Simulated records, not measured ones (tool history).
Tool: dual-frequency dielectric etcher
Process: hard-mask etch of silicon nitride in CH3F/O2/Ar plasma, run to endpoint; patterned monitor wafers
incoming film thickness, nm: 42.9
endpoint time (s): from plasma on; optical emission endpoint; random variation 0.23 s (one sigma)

{"run": 1, "hour": 0.0, "source power (W)": 480, "bias power (W)": 70, "endpoint time (s)": 59.383}
{"run": 2, "hour": 8.5, "source power (W)": 480, "bias power (W)": 81, "endpoint time (s)": 56.526}
{"run": 3, "hour": 15.3, "source power (W)": 480, "bias power (W)": 72, "endpoint time (s)": 58.699}
{"run": 4, "hour": 23.5, "source power (W)": 420, "bias power (W)": 70, "endpoint time (s)": 61.385}
{"hour": 28.8, "done": "bias power generator calibrated"}
{"run": 5, "hour": 28.8, "source power (W)": 380, "bias power (W)": 67, "endpoint time (s)": 64.686}
{"run": 6, "hour": 34.9, "source power (W)": 380, "bias power (W)": 79, "endpoint time (s)": 61.043}
{"run": 7, "hour": 40.6, "source power (W)": 350, "bias power (W)": 75, "endpoint time (s)": 63.501}

Run 8 comes next. What will it give?
{"run": 8, "hour": 49.1, "source power (W)": 330, "bias power (W)": 72, "endpoint time (s)": "?"}

Run 8 gave endpoint time (s) 65.238.

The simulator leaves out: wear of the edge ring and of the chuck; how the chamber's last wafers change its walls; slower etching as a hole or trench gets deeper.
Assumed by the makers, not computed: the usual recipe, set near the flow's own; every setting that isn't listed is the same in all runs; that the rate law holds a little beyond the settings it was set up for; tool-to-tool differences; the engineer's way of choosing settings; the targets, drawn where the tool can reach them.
